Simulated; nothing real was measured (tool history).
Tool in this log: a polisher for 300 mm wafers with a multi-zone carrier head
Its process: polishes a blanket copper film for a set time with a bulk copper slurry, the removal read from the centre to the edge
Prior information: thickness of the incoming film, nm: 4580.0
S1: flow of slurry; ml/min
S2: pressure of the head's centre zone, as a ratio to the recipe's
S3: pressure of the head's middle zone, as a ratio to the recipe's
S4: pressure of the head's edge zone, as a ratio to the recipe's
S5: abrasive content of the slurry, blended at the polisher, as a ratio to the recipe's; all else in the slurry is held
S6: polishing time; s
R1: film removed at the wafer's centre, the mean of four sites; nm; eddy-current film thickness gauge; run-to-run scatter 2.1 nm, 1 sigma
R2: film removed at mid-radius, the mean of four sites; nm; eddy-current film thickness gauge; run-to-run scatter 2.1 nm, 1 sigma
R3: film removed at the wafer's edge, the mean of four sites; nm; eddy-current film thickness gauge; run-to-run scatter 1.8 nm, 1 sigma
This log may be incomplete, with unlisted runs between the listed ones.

| run | day | S1 | S2 | S3 | S4 | S5 | S6 | R1 | R2 | R3 |
|---|---|---|---|---|---|---|---|---|---|---|
| 1 | 0 | 310 | 1 | 1 | 1 | 1 | 54 | 317.65 | 321.76 | 312.32 |
| 2 | 0.029 | 300 | 0.97 | 0.97 | 0.98 | 0.95 | 54 | 303.33 | 309.02 | 305.46 |
| 3 | 0.338 | 300 | 1.03 | 0.97 | 0.98 | 0.95 | 54 | 320.1 | 308.64 | 302.04 |
| 4 | 0.529 | 300 | 0.95 | 0.97 | 0.98 | 0.95 | 54 | 298.17 | 307.3 | 304.69 |
| 5 | 0.592 | 290 | 0.92 | 0.95 | 0.96 | 0.95 | 54 | 287.34 | 303.97 | 301.84 |
| 6 | 0.896 | 280 | 0.9 | 0.93 | 0.95 | 0.95 | 54 | 282.71 | 293.45 | 299.97 |
| 7 | 0.983 | 280 | 0.9 | 0.93 | 0.95 | 0.95 | 54 | 282.7 | 294.84 | 301.61 |
| 8 | 1.317 | 275 | 0.88 | 0.92 | 0.93 | 0.95 | 54 | 270.33 | 296.47 | 295.29 |

Estimate the outcome of run 9 from the log above:
| 9 | 1.612 | 235 | 0.87 | 0.82 | 0.9 | 0.9 | 54 | ? | ? | ? |

For run 9 the tool returned R1 259.67 nm, R2 259.5 nm, R3 279.92 nm.
